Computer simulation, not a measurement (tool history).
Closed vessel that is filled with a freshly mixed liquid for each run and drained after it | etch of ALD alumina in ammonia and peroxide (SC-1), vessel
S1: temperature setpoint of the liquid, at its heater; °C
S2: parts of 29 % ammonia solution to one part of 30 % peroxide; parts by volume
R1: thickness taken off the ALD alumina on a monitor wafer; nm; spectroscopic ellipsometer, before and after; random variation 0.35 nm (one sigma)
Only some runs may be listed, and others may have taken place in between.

run 1 hour=0.0 | S1=52.0 S2=0.55 time_in_the_liquid_(s)=1490 | R1=87.834
run 2 hour=4.0 | S1=48.0 S2=0.55 time_in_the_liquid_(s)=1490 | R1=71.483
run 3 hour=12.3 | S1=48.0 S2=0.55 time_in_the_liquid_(s)=1490 | R1=71.229
run 4 hour=20.2 | S1=48.5 S2=0.55 time_in_the_liquid_(s)=1490 | R1=73.108
run 5 hour=20.7 | S1=48.5 S2=0.55 time_in_the_liquid_(s)=1490 | R1=72.524
run 6 hour=23.5 | S1=43.0 S2=0.55 time_in_the_liquid_(s)=1490 | R1=53.303
run 7 hour=24.5 | S1=51.0 S2=0.55 time_in_the_liquid_(s)=1490 | R1=83.599

The next listed run, before its measurement:
run 8 hour=31.2 | S1=50.5 S2=0.55 time_in_the_liquid_(s)=1490 | R1=?

{"run 8": {"R1": 81.422}}
